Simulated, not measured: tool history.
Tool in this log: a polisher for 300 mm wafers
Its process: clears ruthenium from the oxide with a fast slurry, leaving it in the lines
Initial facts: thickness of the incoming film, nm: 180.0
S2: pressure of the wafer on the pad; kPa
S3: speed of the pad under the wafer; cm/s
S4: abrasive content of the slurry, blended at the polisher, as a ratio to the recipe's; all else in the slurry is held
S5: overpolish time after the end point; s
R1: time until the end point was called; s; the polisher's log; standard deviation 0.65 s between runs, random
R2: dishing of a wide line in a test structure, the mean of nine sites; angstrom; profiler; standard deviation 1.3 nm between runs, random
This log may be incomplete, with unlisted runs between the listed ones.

run 1 hour=0.0 | flow_of_slurry_(ml/min)=200 S2=12.4 S3=98 S4=1.0 S5=11 | R1=75.755 R2=217.50
run 2 hour=6.4 | flow_of_slurry_(ml/min)=200 S2=9.7 S3=98 S4=1.0 S5=11 | R1=90.886 R2=178.10
run 3 hour=10.9 | flow_of_slurry_(ml/min)=200 S2=9.7 S3=98 S4=1.2 S5=11 | R1=86.784 R2=186.82
run 4 hour=11.5 | flow_of_slurry_(ml/min)=200 S2=10.3 S3=98 S4=1.2 S5=12 | R1=82.188 R2=215.14
run 5 hour=18.1 | flow_of_slurry_(ml/min)=225 S2=10.3 S3=98 S4=1.2 S5=12 | R1=80.076 R2=220.14
run 6 hour=24.5 | flow_of_slurry_(ml/min)=225 S2=11.0 S3=98 S4=1.2 S5=13 | R1=77.686 R2=250.32

For run 7, what comes out?
run 7 hour=29.6 | flow_of_slurry_(ml/min)=225 S2=14.5 S3=102 S4=1.2 S5=17 | R1=? R2=?

Run 7 measured R1 57.817 s, R2 408.63 angstrom.
